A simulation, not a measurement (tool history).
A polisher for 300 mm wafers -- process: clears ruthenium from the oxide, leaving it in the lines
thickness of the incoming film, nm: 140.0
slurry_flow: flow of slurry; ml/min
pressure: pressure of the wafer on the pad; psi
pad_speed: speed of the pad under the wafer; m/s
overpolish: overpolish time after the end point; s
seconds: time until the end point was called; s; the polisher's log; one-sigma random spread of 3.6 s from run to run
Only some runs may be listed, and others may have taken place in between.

run	day	slurry_flow	pressure	pad_speed	overpolish	seconds
1	0	260	1.8	1.06	38	107.56
2	0.225	260	1.8	0.94	38	121.66
3	0.321	260	1.8	1.18	38	98.666
4	0.621	260	1.6	1.14	38	114.81
5	0.867	260	1.5	1.12	38	124.34
6	1.142	225	1.5	1.12	38	124.14
7	1.292	225	1.4	1.1	38	135.05
8	1.392	225	1.3	1.1	38	142.74

Run 9 is up next; what results do you expect?
9	1.512	225	1.2	1.08	38	?

seconds: 156.33 s
